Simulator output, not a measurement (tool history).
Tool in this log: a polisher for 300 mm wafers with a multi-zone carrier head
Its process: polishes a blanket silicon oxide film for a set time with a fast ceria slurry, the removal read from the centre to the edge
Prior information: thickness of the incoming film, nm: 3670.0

| run | hour | flow of slurry (ml/min) | pressure of the head's centre zone | pressure of the head's middle zone | pressure of the head's edge zone | polishing time (s) | film removed at the wafer's centre (nm) | film removed at mid-radius (nm) | film removed at the wafer's edge (nm) |
|---|---|---|---|---|---|---|---|---|---|
| 1 | 0.0 | 140 | 1.00 | 1.00 | 1.00 | 56 | 719.16 | 679.61 | 693.99 |
| 2 | 1.5 | 140 | 0.96 | 1.00 | 1.00 | 56 | 686.92 | 689.37 | 719.99 |
| 3 | 6.4 | 140 | 0.90 | 1.00 | 1.00 | 56 | 637.41 | 675.17 | 711.29 |
| 4 | 8.5 | 140 | 0.90 | 1.00 | 1.00 | 44 | 508.37 | 534.33 | 552.39 |
| 5 | 9.1 | 140 | 0.90 | 1.00 | 1.06 | 44 | 507.07 | 530.59 | 574.82 |
|  | 11.1 | worn pad replaced by a new one |
| 6 | 11.1 | 140 | 0.90 | 1.00 | 1.06 | 38 | 488.23 | 509.88 | 546.56 |
| 7 | 15.9 | 145 | 0.93 | 1.02 | 1.08 | 43 | 553.99 | 590.32 | 625.89 |
| 8 | 20.3 | 155 | 0.97 | 1.03 | 1.10 | 45 | 609.55 | 606.41 | 658.09 |
| 9 | 21.6 | 160 | 1.00 | 1.05 | 1.11 | 48 | 694.64 | 690.40 | 702.53 |
| 10 | 22.9 | 160 | 1.01 | 1.05 | 1.12 | 52 | 758.20 | 743.17 | 782.22 |
| 11 | 24.0 | 165 | 1.02 | 1.06 | 1.13 | 54 | 790.25 | 746.37 | 815.41 |

Run 12, settings as shown, results not yet in. Your forecast:
| 12 | 28.9 | 165 | 1.03 | 1.08 | 1.13 | 57 | ? | ? | ? |

film removed at the wafer's centre (nm): 861.89
film removed at mid-radius (nm): 832.83
film removed at the wafer's edge (nm): 874.22
